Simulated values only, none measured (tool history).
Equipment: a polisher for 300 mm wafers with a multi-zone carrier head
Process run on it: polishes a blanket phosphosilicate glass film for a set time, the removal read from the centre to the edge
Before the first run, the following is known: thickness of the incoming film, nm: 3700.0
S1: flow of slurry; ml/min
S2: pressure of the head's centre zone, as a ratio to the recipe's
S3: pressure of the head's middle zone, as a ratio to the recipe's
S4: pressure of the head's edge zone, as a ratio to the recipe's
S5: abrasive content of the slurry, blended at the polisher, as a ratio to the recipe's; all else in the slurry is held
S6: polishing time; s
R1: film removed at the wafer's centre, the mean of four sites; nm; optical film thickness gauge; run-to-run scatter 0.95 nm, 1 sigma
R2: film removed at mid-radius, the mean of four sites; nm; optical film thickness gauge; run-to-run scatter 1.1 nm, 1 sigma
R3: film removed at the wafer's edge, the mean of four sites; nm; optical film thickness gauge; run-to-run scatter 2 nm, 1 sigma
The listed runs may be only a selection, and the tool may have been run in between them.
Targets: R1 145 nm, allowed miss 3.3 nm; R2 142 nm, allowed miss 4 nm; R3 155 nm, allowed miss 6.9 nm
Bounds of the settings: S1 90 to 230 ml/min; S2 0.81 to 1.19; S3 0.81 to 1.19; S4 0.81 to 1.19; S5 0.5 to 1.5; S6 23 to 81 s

run	hour	S1	S2	S3	S4	S5	S6	R1	R2	R3
1	0	150	1	1	1	1	52	277.9	274.98	268.57
2	3.3	140	0.97	0.96	0.98	0.9	49	239.76	237.7	240.08
3	6.7	140	0.97	0.96	0.92	0.9	49	240.39	240.9	236.25
4	12.8	135	0.96	0.93	0.91	0.8	46	212.23	208.04	211.71
5	15.3	135	0.96	0.93	0.96	0.8	46	214.05	208.04	217.09
6	23.9	135	1.03	0.93	0.96	0.8	46	228.54	206.76	216.06
7	29.1	130	1	0.91	0.94	0.75	44	206.04	188.9	196.66
8	32.5	125	0.97	0.89	0.93	0.7	43	188.52	178.89	188.6
9	33.2	110	0.91	0.81	0.88	0.5	38	135.41	128.77	141.76
10	41.2	120	0.91	0.82	0.89	0.5	38	137.65	129.05	144.21
11	47.1	125	0.91	0.84	0.9	0.5	38	137.42	133.91	145.07
12	55.3	130	0.91	0.84	0.91	0.5	38	139.33	134.62	147.95

Which of these 4 next moves meets every target?
A	63.5	140	0.94	0.9	1.01	0.5	37	?	?	?
B	63.5	145	0.92	0.83	1.02	0.5	37	?	?	?
C	63.5	115	0.99	0.84	0.97	0.55	35	?	?	?
D	63.5	195	0.85	0.91	0.89	0.5	35	?	?	?

move	R1	R2	R3
A	144.44	141.89	155.11
B	142.45	135.27	156.79
C	140.95	126.17	143.87
D	131.94	143.59	144.3
A: hits every target within its allowed miss
B: nearer than the last run, and not there yet
C: its largest miss is bigger than the last run's
D: brings the result that was furthest off to its target, and leaves another outside
Answer: A

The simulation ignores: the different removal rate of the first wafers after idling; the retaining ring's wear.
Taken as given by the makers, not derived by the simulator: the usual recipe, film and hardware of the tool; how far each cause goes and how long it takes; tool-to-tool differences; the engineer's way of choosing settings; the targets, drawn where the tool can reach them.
